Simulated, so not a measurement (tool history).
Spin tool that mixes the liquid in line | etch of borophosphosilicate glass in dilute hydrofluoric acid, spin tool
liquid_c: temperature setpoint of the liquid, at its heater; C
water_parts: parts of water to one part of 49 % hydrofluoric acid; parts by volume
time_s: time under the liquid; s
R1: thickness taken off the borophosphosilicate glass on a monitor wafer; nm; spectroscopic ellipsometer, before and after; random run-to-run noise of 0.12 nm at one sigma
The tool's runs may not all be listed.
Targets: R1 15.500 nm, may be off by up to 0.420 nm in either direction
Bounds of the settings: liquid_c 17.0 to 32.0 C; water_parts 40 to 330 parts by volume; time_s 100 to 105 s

run 1 hour=0.0 | liquid_c=24.0 water_parts=185 time_s=100 | R1=25.395
run 2 hour=2.1 | liquid_c=23.5 water_parts=190 time_s=100 | R1=23.960
run 3 hour=11.1 | liquid_c=22.0 water_parts=190 time_s=100 | R1=22.839
run 4 hour=11.6 | liquid_c=21.5 water_parts=195 time_s=100 | R1=21.657
run 5 hour=15.2 | liquid_c=21.5 water_parts=225 time_s=100 | R1=17.866
run 6 hour=16.7 | liquid_c=25.0 water_parts=225 time_s=100 | R1=20.350
run 7 hour=21.4 | liquid_c=24.5 water_parts=225 time_s=100 | R1=20.181
run 8 hour=23.2 | liquid_c=24.0 water_parts=225 time_s=100 | R1=19.644
run 9 hour=31.7 | liquid_c=24.0 water_parts=225 time_s=100 | R1=19.888
run 10 hour=38.6 | liquid_c=20.0 water_parts=230 time_s=100 | R1=16.563
run 11 hour=45.6 | liquid_c=19.0 water_parts=230 time_s=100 | R1=16.043

Next run, 4 choices. One meets every target within its allowed miss, the rest don't. Which?
run A hour=52.6 | liquid_c=18.0 water_parts=225 time_s=105 | R1=?
run B hour=52.6 | liquid_c=18.5 water_parts=240 time_s=105 | R1=?
run C hour=52.6 | liquid_c=20.0 water_parts=225 time_s=100 | R1=?
run D hour=52.6 | liquid_c=21.5 water_parts=240 time_s=100 | R1=?

move=A R1=16.674
move=B R1=15.720
move=C R1=17.151
move=D R1=16.766
A: the biggest miss grows against the last run
B: every result within its allowed miss
C: the biggest miss grows against the last run
D: the biggest miss grows against the last run
B is the move that brings every result within its allowed miss.

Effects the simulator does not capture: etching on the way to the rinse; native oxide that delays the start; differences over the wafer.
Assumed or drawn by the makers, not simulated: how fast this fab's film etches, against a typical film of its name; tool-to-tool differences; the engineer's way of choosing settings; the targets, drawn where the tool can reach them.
